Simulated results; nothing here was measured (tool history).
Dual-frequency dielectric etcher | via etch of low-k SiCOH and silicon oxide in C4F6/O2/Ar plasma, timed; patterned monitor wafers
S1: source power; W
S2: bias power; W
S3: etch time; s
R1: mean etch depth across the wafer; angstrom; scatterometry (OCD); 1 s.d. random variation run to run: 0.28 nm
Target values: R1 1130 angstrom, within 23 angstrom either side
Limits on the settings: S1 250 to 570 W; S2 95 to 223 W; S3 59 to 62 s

{"run": 1, "hour": 0.0, "S1": 410, "S2": 159, "S3": 59, "R1": 1528.5}
{"run": 2, "hour": 5.0, "S1": 410, "S2": 159, "S3": 62, "R1": 1604.4}
{"run": 3, "hour": 11.6, "S1": 370, "S2": 159, "S3": 62, "R1": 1527.9}
{"run": 4, "hour": 19.0, "S1": 310, "S2": 159, "S3": 62, "R1": 1390.1}
{"run": 5, "hour": 27.2, "S1": 310, "S2": 187, "S3": 62, "R1": 1499.9}
{"run": 6, "hour": 32.7, "S1": 300, "S2": 173, "S3": 61.5, "R1": 1410.2}
{"run": 7, "hour": 37.5, "S1": 290, "S2": 162, "S3": 61, "R1": 1326.3}
{"run": 8, "hour": 38.6, "S1": 280, "S2": 155, "S3": 61, "R1": 1266.8}
{"run": 9, "hour": 39.7, "S1": 270, "S2": 151, "S3": 61, "R1": 1224.5}
{"run": 10, "hour": 43.0, "S1": 270, "S2": 148, "S3": 61, "R1": 1209}
{"run": 11, "hour": 47.8, "S1": 270, "S2": 146, "S3": 61, "R1": 1201.8}
{"run": 12, "hour": 55.9, "S1": 270, "S2": 144, "S3": 61, "R1": 1197.5}
{"run": 13, "hour": 57.3, "S1": 250, "S2": 125, "S3": 60.5, "R1": 1048.5}
{"run": 14, "hour": 65.0, "S1": 260, "S2": 125, "S3": 60.5, "R1": 1075.4}
{"run": 15, "hour": 71.9, "S1": 270, "S2": 125, "S3": 60.5, "R1": 1100.6}

Exactly one of the 5 candidate moves below puts every result within its allowed miss. Which one?
{"run": "A", "hour": 78.8, "S1": 270, "S2": 125, "S3": 62, "R1": "?"}
{"run": "B", "hour": 78.8, "S1": 250, "S2": 128, "S3": 61.5, "R1": "?"}
{"run": "C", "hour": 78.8, "S1": 260, "S2": 115, "S3": 61.5, "R1": "?"}
{"run": "D", "hour": 78.8, "S1": 270, "S2": 121, "S3": 61, "R1": "?"}
{"run": "E", "hour": 78.8, "S1": 270, "S2": 110, "S3": 62, "R1": "?"}

move=A R1=1126.8
move=B R1=1080.4
move=C R1=1041.7
move=D R1=1088.6
move=E R1=1047.2
A: in spec on every target
B: lands further from the targets than the last run did
C: lands further from the targets than the last run did
D: lands further from the targets than the last run did
E: lands further from the targets than the last run did
Move A is the one to make.
